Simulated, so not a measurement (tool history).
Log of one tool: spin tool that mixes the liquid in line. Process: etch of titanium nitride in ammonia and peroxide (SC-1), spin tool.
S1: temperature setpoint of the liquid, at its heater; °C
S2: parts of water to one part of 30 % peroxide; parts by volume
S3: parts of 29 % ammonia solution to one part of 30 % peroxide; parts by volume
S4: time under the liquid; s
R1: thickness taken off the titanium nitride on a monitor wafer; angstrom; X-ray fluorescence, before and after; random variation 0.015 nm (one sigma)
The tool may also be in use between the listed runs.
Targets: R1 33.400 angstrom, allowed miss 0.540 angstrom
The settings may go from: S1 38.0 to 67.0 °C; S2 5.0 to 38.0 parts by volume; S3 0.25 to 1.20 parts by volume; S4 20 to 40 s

run  hour    S1    S2    S3  S4      R1
  1   0.0  51.0  21.0  0.95  40  15.558
  2   2.4  54.0  21.0  0.95  40  19.019
  3   3.0  56.5  21.0  0.95  40  22.591
  4   6.5  56.5  21.0  1.10  40  23.034
  5  14.3  56.5  17.0  1.10  40  26.162
  6  15.3  54.0  17.0  1.10  40  22.049
  7  17.3  55.5  17.0  1.10  40  24.323
  8  23.5  55.5  17.0  1.10  40  24.214
  9  30.1  61.0  17.0  1.10  40  34.942
 10  34.9  60.0  17.0  1.10  40  32.783

Which of these 4 next moves meets every target?
  A  39.7  60.0  14.5  1.00  40   ?
  B  39.7  61.0  16.5  1.05  40   ?
  C  39.7  60.0  18.0  1.20  40   ?
  D  39.7  62.0  21.5  1.20  40   ?

move      R1
   A  34.940
   B  35.103
   C  32.093
   D  33.205
A: takes the result that was furthest off past its target
B: takes the result that was furthest off past its target
C: further off than the last run
D: meets every target
Answer: D

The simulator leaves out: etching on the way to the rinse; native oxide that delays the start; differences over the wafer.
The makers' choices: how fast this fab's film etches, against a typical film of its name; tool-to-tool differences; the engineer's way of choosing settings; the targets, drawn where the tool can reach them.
